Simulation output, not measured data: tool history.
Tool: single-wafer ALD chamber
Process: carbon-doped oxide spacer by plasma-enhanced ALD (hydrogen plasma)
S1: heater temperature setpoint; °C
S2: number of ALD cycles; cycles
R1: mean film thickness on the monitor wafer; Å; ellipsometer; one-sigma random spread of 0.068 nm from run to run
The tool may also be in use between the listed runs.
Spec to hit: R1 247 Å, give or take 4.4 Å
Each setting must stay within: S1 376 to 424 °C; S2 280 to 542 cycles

Run 1, hour 0: S1 400 °C, S2 411 cycles. Result: R1 216.53 Å.
Run 2, hour 7.4: S1 400 °C, S2 438 cycles. Result: R1 230.35 Å.
Run 3, hour 13.8: S1 400 °C, S2 402 cycles. Result: R1 210.01 Å.
Run 4, hour 21.1: S1 406 °C, S2 402 cycles. Result: R1 206 Å.
Run 5, hour 23.1: S1 412 °C, S2 402 cycles. Result: R1 201.88 Å.
Run 6, hour 24.9: S1 408 °C, S2 402 cycles. Result: R1 204.95 Å.
Run 7, hour 26.5: S1 403 °C, S2 415 cycles. Result: R1 215.96 Å.
Run 8, hour 27.8: S1 399 °C, S2 423 cycles. Result: R1 223.64 Å.
At hour 34.9: thermocouple changed; heater temperature recalibrated.
Run 9, hour 34.9: S1 395 °C, S2 428 cycles. Result: R1 227.15 Å.
Run 10, hour 36.4: S1 393 °C, S2 435 cycles. Result: R1 229.81 Å.

Pick the move, out of 5, that brings all results within their allowed miss; only one does.
Run A, hour 37.9: S1 397 °C, S2 441 cycles. Result: R1 ?.
Run B, hour 37.9: S1 385 °C, S2 444 cycles. Result: R1 ?.
Run C, hour 37.9: S1 403 °C, S2 424 cycles. Result: R1 ?.
Run D, hour 37.9: S1 397 °C, S2 463 cycles. Result: R1 ?.
Run E, hour 37.9: S1 379 °C, S2 447 cycles. Result: R1 ?.

move      R1
   A  233.54
   B  235.12
   C  222.23
   D  245.19
   E  236.71
A: better than the last run, though not everything is in spec
B: better than the last run, though not everything is in spec
C: its largest miss is bigger than the last run's
D: all results land within tolerance of their targets
E: better than the last run, though not everything is in spec
The right move is D.

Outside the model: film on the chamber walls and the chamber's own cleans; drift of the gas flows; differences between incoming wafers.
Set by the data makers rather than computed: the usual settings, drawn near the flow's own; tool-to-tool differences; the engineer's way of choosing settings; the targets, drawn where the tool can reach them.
